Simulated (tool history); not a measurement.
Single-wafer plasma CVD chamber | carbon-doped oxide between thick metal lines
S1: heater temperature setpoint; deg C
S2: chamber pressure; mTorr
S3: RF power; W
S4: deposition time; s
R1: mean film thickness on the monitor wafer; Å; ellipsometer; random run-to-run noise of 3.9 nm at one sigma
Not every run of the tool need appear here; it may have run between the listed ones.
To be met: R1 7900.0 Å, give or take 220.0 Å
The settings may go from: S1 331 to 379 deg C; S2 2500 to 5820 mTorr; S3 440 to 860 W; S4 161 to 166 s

Run 1, day 0.000: S1 355 deg C, S2 4160 mTorr, S3 650 W, S4 161 s. Result: R1 10085.0 Å.
Run 2, day 0.267: S1 360 deg C, S2 4160 mTorr, S3 650 W, S4 161 s. Result: R1 9921.8 Å.
Run 3, day 0.575: S1 360 deg C, S2 3460 mTorr, S3 650 W, S4 161 s. Result: R1 9659.4 Å.
Run 4, day 0.750: S1 362 deg C, S2 3270 mTorr, S3 605 W, S4 161 s. Result: R1 9023.6 Å.
Run 5, day 0.775: S1 364 deg C, S2 3110 mTorr, S3 580 W, S4 161 s. Result: R1 8646.6 Å.
Run 6, day 0.912: S1 364 deg C, S2 3110 mTorr, S3 640 W, S4 161 s. Result: R1 9412.9 Å.
Run 7, day 1.071: S1 365 deg C, S2 3040 mTorr, S3 605 W, S4 161 s. Result: R1 8992.0 Å.
Run 8, day 1.408: S1 365 deg C, S2 2980 mTorr, S3 580 W, S4 161 s. Result: R1 8606.6 Å.
Run 9, day 1.642: S1 365 deg C, S2 2920 mTorr, S3 565 W, S4 161 s. Result: R1 8375.8 Å.
Run 10, day 1.967: S1 365 deg C, S2 2870 mTorr, S3 555 W, S4 161 s. Result: R1 8232.2 Å.
Run 11, day 2.117: S1 365 deg C, S2 2830 mTorr, S3 550 W, S4 161 s. Result: R1 8071.7 Å.

Exercise: of the 4 proposed moves below, exactly one satisfies all targets within the stated allowed misses. Which move is it?
Run A, day 2.267: S1 364 deg C, S2 3050 mTorr, S3 550 W, S4 164 s. Result: R1 ?.
Run B, day 2.267: S1 366 deg C, S2 2500 mTorr, S3 595 W, S4 161 s. Result: R1 ?.
Run C, day 2.267: S1 362 deg C, S2 2770 mTorr, S3 555 W, S4 163 s. Result: R1 ?.
Run D, day 2.267: S1 361 deg C, S2 3120 mTorr, S3 525 W, S4 161 s. Result: R1 ?.

move      R1
   A  8380.3
   B  8625.2
   C  8352.4
   D  7944.8
A: lands further from the targets than the last run did
B: lands further from the targets than the last run did
C: lands further from the targets than the last run did
D: all results in spec
Go with D: it meets all targets.
